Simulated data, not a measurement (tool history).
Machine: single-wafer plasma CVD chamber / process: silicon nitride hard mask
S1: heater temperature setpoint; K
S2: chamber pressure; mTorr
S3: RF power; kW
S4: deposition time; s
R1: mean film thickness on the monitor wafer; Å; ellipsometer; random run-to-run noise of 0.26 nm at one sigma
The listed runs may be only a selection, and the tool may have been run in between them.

run	hour	S1	S2	S3	S4	R1
1	0	653.15	1230	0.4	36.8	540.81
2	3.9	653.15	1230	0.4	36.8	546.81
3	9.1	646.15	1230	0.4	36.8	548.64
4	11.8	646.15	1230	0.4	37.9	562.79
5	17.4	646.15	1270	0.405	37.9	579.21
6	24.2	646.15	1270	0.405	37.9	576.04
7	24.7	646.15	1310	0.405	37.9	582.79
8	29.7	646.15	1340	0.405	37.9	585.7
9	36.6	646.15	1370	0.41	37.9	593.67

Estimate the outcome of run 10 from the log above:
10	45.1	646.15	1400	0.41	37.9	?

R1: 598.43 Å
